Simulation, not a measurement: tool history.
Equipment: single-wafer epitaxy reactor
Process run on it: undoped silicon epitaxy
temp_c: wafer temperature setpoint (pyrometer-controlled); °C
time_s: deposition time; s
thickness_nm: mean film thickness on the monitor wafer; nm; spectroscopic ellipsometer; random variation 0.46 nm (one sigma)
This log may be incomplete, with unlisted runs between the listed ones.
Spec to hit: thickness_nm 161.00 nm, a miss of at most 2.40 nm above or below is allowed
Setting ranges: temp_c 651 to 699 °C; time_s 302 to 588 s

run 1 hour=0.0 | temp_c=675 time_s=445 | thickness_nm=128.55
run 2 hour=6.6 | temp_c=675 time_s=471 | thickness_nm=136.46
run 3 hour=15.2 | temp_c=676 time_s=471 | thickness_nm=139.47
run 4 hour=17.9 | temp_c=671 time_s=471 | thickness_nm=126.10
run 5 hour=26.7 | temp_c=671 time_s=449 | thickness_nm=120.88
run 6 hour=31.9 | temp_c=671 time_s=477 | thickness_nm=128.07
run 7 hour=38.8 | temp_c=672 time_s=477 | thickness_nm=130.25
run 8 hour=46.2 | temp_c=673 time_s=477 | thickness_nm=133.14
run 9 hour=52.2 | temp_c=674 time_s=477 | thickness_nm=135.39
run 10 hour=53.2 | temp_c=684 time_s=478 | thickness_nm=164.89

Exactly one of the 5 candidate moves below puts every result within its allowed miss. Which one?
run A hour=54.2 | temp_c=690 time_s=420 | thickness_nm=?
run B hour=54.2 | temp_c=686 time_s=466 | thickness_nm=?
run C hour=54.2 | temp_c=680 time_s=516 | thickness_nm=?
run D hour=54.2 | temp_c=685 time_s=471 | thickness_nm=?
run E hour=54.2 | temp_c=681 time_s=522 | thickness_nm=?

move=A thickness_nm=161.90
move=B thickness_nm=166.66
move=C thickness_nm=164.73
move=D thickness_nm=165.30
move=E thickness_nm=169.85
A: all results land within tolerance of their targets
B: the biggest miss grows against the last run
C: just as far off the targets as the last run
D: the biggest miss grows against the last run
E: the biggest miss grows against the last run
Answer: A
